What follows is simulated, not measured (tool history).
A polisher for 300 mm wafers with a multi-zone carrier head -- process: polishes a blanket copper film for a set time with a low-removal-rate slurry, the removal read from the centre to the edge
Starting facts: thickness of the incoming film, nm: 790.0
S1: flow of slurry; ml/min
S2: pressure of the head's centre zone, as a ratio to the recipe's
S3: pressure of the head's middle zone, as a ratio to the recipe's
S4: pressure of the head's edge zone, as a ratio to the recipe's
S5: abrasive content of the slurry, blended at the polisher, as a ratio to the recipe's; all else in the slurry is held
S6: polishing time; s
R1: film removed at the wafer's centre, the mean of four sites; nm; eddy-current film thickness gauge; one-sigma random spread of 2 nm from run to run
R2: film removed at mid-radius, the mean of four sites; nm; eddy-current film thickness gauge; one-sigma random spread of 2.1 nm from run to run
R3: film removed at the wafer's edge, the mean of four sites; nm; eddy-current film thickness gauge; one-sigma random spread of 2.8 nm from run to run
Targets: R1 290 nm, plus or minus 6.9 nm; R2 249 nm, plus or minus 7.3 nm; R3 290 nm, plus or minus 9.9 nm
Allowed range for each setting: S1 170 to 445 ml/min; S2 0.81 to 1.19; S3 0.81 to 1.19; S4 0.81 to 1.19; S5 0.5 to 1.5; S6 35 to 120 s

run    day   S1    S2    S3    S4    S5  S6      R1      R2      R3
  1      0  285     1     1     1     1  77  316.11  308.51  311.75
  2  0.242  270  0.99  0.94  0.98  0.95  77  307.15  291.62  303.98
  3  0.558  260  0.99   0.9  0.99   0.9  77  299.21  276.14  300.92
  4  0.917  260  0.99   0.9  1.07   0.9  77  298.43  272.56  310.64
  5  1.129  315  0.99   0.9  1.07   0.9  77  306.45  279.84  317.43
  6   1.45  315  0.99   0.9  1.07     1  77  314.69  285.49  320.55
  7    1.6  295  0.99  0.87  1.04  0.95  77  309.99  273.26  312.95
  8  1.733  275  0.99  0.85  1.02   0.9  77  300.53  261.63  303.38
  9  1.796  260  0.99  0.84  1.01   0.9  77  296.87  256.82  304.58
 10  2.038  255  0.99  0.84  0.99   0.9  77  300.94  257.93  296.48

Exactly one of the 5 candidate moves below puts every result within its allowed miss. Which one?
  A  2.279  260     1  0.83  1.02   0.7  81   ?   ?   ?
  B  2.279  215  1.05  0.89  1.09     1  71   ?   ?   ?
  C  2.279  245  1.03  0.82  1.02   0.9  76   ?   ?   ?
  D  2.279  205   0.9  0.89  0.99   0.9  80   ?   ?   ?
  E  2.279  255  0.96  0.87     1  0.95  78   ?   ?   ?

move      R1      R2      R3
   A  302.38  256.06     303
   B   290.7  248.75  288.93
   C  304.73   248.2  297.25
   D  272.14  272.51  302.17
   E  296.36  271.87  306.49
A: further off than the last run
B: all results in spec
C: further off than the last run
D: the result that was furthest off in the last run now lies on the other side of its target
E: puts the biggest miss on target and leaves a different result outside tolerance
Correct choice: B, which meets every target
